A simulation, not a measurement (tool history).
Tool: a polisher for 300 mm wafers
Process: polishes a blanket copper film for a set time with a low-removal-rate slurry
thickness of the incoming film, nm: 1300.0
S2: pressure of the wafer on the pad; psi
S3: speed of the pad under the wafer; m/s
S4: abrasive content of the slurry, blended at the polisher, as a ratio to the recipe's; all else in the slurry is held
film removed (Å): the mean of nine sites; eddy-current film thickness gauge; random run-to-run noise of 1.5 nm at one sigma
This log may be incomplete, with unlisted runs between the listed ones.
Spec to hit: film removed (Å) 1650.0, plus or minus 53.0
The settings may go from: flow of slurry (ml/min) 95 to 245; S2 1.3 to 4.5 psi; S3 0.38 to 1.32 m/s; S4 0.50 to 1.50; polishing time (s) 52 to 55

{"run": 1, "day": 0.0, "flow of slurry (ml/min)": 155, "S2": 2.9, "S3": 0.84, "S4": 1.0, "polishing time (s)": 52, "film removed (Å)": 1311.7}
{"run": 2, "day": 0.321, "flow of slurry (ml/min)": 155, "S2": 2.2, "S3": 0.84, "S4": 1.0, "polishing time (s)": 52, "film removed (Å)": 1001.7}
{"run": 3, "day": 0.342, "flow of slurry (ml/min)": 185, "S2": 2.2, "S3": 0.84, "S4": 1.0, "polishing time (s)": 52, "film removed (Å)": 1067.2}
{"run": 4, "day": 0.392, "flow of slurry (ml/min)": 195, "S2": 2.5, "S3": 0.84, "S4": 1.0, "polishing time (s)": 52, "film removed (Å)": 1197.0}
{"run": 5, "day": 0.688, "flow of slurry (ml/min)": 195, "S2": 2.5, "S3": 0.76, "S4": 1.0, "polishing time (s)": 52, "film removed (Å)": 1073.3}
{"run": 6, "day": 0.958, "flow of slurry (ml/min)": 200, "S2": 2.8, "S3": 0.76, "S4": 1.0, "polishing time (s)": 52, "film removed (Å)": 1227.6}
{"run": 7, "day": 1.262, "flow of slurry (ml/min)": 210, "S2": 3.0, "S3": 0.76, "S4": 1.0, "polishing time (s)": 52, "film removed (Å)": 1312.1}
{"run": 8, "day": 1.404, "flow of slurry (ml/min)": 215, "S2": 3.2, "S3": 0.76, "S4": 1.0, "polishing time (s)": 52, "film removed (Å)": 1445.0}
{"run": 9, "day": 1.454, "flow of slurry (ml/min)": 220, "S2": 3.3, "S3": 0.76, "S4": 1.0, "polishing time (s)": 52, "film removed (Å)": 1472.3}
{"day": 1.729, "done": "slurry nozzle cleaned"}
{"run": 10, "day": 1.729, "flow of slurry (ml/min)": 220, "S2": 3.4, "S3": 0.76, "S4": 1.0, "polishing time (s)": 52, "film removed (Å)": 1597.9}
{"run": 11, "day": 1.938, "flow of slurry (ml/min)": 225, "S2": 3.4, "S3": 0.76, "S4": 1.0, "polishing time (s)": 52, "film removed (Å)": 1583.5}
{"run": 12, "day": 2.05, "flow of slurry (ml/min)": 225, "S2": 3.4, "S3": 0.76, "S4": 1.0, "polishing time (s)": 52, "film removed (Å)": 1582.0}

Which single option among these 4 for the next run brings every result within its allowed miss of target? Just one does.
{"run": "A", "day": 2.162, "flow of slurry (ml/min)": 235, "S2": 3.2, "S3": 0.76, "S4": 1.1, "polishing time (s)": 53, "film removed (Å)": "?"}
{"run": "B", "day": 2.162, "flow of slurry (ml/min)": 190, "S2": 3.3, "S3": 0.74, "S4": 1.0, "polishing time (s)": 52, "film removed (Å)": "?"}
{"run": "C", "day": 2.162, "flow of slurry (ml/min)": 245, "S2": 3.5, "S3": 0.72, "S4": 1.0, "polishing time (s)": 55, "film removed (Å)": "?"}
{"run": "D", "day": 2.162, "flow of slurry (ml/min)": 200, "S2": 3.3, "S3": 0.74, "S4": 1.05, "polishing time (s)": 52, "film removed (Å)": "?"}

move=A film_removed_(Å)=1579.6
move=B film_removed_(Å)=1489.7
move=C film_removed_(Å)=1678.7
move=D film_removed_(Å)=1512.8
A: about the same distance from the targets as the last run
B: moves away from the targets compared with the last run
C: every result lands within tolerance
D: moves away from the targets compared with the last run
So the answer is move C, the one that meets all the targets.
